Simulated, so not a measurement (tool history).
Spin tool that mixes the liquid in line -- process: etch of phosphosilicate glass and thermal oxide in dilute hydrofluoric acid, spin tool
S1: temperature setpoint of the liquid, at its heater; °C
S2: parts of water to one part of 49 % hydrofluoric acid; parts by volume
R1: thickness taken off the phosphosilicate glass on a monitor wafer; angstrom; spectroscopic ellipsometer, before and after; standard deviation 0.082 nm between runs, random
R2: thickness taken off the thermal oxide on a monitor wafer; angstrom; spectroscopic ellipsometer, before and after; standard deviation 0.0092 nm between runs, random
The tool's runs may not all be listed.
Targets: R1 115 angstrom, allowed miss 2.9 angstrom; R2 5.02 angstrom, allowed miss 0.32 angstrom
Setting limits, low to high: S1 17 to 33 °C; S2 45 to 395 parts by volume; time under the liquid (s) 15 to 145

{"run": 1, "hour": 0.0, "S1": 25, "S2": 220, "time under the liquid (s)": 75, "R1": 321.37, "R2": 14.081}
{"run": 2, "hour": 8.9, "S1": 23, "S2": 260, "time under the liquid (s)": 75, "R1": 246.45, "R2": 10.624}
{"run": 3, "hour": 17.5, "S1": 21.5, "S2": 295, "time under the liquid (s)": 75, "R1": 198.04, "R2": 8.752}
{"run": 4, "hour": 20.5, "S1": 21.5, "S2": 260, "time under the liquid (s)": 75, "R1": 231.87, "R2": 10.079}
{"run": 5, "hour": 28.9, "S1": 20.5, "S2": 290, "time under the liquid (s)": 75, "R1": 193.57, "R2": 8.4929}
{"run": 6, "hour": 32.6, "S1": 20.5, "S2": 250, "time under the liquid (s)": 75, "R1": 235.89, "R2": 10.446}
{"run": 7, "hour": 34.5, "S1": 17, "S2": 340, "time under the liquid (s)": 75, "R1": 142.32, "R2": 6.1728}
{"run": 8, "hour": 40.2, "S1": 17, "S2": 350, "time under the liquid (s)": 75, "R1": 134.2, "R2": 6.0447}

4 next moves are on the table. One of them brings every result within its allowed miss. Which?
{"run": "A", "hour": 45.9, "S1": 17, "S2": 345, "time under the liquid (s)": 90, "R1": "?", "R2": "?"}
{"run": "B", "hour": 45.9, "S1": 21, "S2": 350, "time under the liquid (s)": 55, "R1": "?", "R2": "?"}
{"run": "C", "hour": 45.9, "S1": 19, "S2": 350, "time under the liquid (s)": 80, "R1": "?", "R2": "?"}
{"run": "D", "hour": 45.9, "S1": 17.5, "S2": 305, "time under the liquid (s)": 50, "R1": "?", "R2": "?"}

move=A R1=162.03 R2=7.1194
move=B R1=112.29 R2=4.9335
move=C R1=152.11 R2=6.6833
move=D R1=107.22 R2=4.7108
A: further off than the last run
B: every result lands within tolerance
C: further off than the last run
D: moves the result that the last run missed by most past its target, out the other side
The move that meets every target is B.
